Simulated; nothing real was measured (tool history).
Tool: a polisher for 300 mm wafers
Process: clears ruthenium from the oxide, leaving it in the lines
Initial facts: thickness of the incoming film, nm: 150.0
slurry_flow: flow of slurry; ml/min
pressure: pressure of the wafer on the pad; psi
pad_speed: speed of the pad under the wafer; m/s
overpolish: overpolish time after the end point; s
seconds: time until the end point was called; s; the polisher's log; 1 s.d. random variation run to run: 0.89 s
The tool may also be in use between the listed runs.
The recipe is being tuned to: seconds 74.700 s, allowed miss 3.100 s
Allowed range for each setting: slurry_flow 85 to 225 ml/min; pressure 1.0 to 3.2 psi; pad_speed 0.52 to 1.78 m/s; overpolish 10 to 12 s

run,day,slurry_flow,pressure,pad_speed,overpolish,seconds
1,0.000,145,2.1,1.14,12,121.470
2,0.212,150,2.4,1.16,12,101.110
3,0.338,135,2.4,1.16,12,104.980
4,0.388,145,2.5,1.16,12,98.326
5,0.725,165,2.5,1.16,12,96.721
6,0.929,165,2.1,1.16,12,117.080
7,1.154,165,2.4,1.16,12,99.156
8,1.250,170,2.5,1.16,12,95.184
# day 1.458: head pressure recalibrated
9,1.458,170,2.6,1.16,12,81.805
10,1.746,175,2.6,1.16,12,81.669
11,1.933,175,2.6,1.16,12,80.273
12,2.225,180,2.6,1.16,12,79.277
13,2.558,185,2.6,1.16,12,81.283

5 next moves are on the table. One of them brings every result within its allowed miss. Which?
A,2.892,220,2.1,1.20,10,?
B,2.892,175,2.0,1.50,10,?
C,2.892,205,2.7,1.06,12,?
D,2.892,190,2.8,1.14,10,?
E,2.892,190,2.5,1.18,11,?

move,seconds
A,93.710
B,81.625
C,83.507
D,75.903
E,81.990
A: the biggest miss grows against the last run
B: the biggest miss grows against the last run
C: the biggest miss grows against the last run
D: each result inside its tolerance
E: the biggest miss grows against the last run
The move that meets every target is D.
